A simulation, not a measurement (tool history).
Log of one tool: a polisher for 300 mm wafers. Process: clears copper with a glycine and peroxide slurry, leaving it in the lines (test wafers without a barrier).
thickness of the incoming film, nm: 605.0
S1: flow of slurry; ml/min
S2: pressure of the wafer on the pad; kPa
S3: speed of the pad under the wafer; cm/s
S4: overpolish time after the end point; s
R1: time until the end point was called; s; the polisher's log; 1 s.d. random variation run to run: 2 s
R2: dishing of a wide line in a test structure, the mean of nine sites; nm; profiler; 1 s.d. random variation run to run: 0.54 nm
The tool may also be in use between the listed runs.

| run | hour | S1 | S2 | S3 | S4 | R1 | R2 |
|---|---|---|---|---|---|---|---|
| 1 | 0 | 305 | 17.2 | 122 | 20 | 124.7 | 76.927 |
| 2 | 3.3 | 275 | 17.2 | 122 | 20 | 131.36 | 76.731 |
| 3 | 4.6 | 275 | 17.2 | 102 | 20 | 151.65 | 69.606 |
| 4 | 8.7 | 235 | 17.2 | 102 | 20 | 159.51 | 68.169 |
| 5 | 10.2 | 185 | 17.2 | 102 | 20 | 160.19 | 67.033 |
| 6 | 11.3 | 185 | 14.5 | 102 | 20 | 181.89 | 58.917 |
| 7 | 12.4 | 205 | 15.2 | 116 | 16 | 158.14 | 55.559 |
| 8 | 15.5 | 230 | 15.2 | 128 | 13 | 141.77 | 50.614 |

What does the tool deliver on the next run?
| 9 | 20.5 | 250 | 15.9 | 132 | 11 | ? | ? |

R1: 135.95 s
R2: 46.471 nm
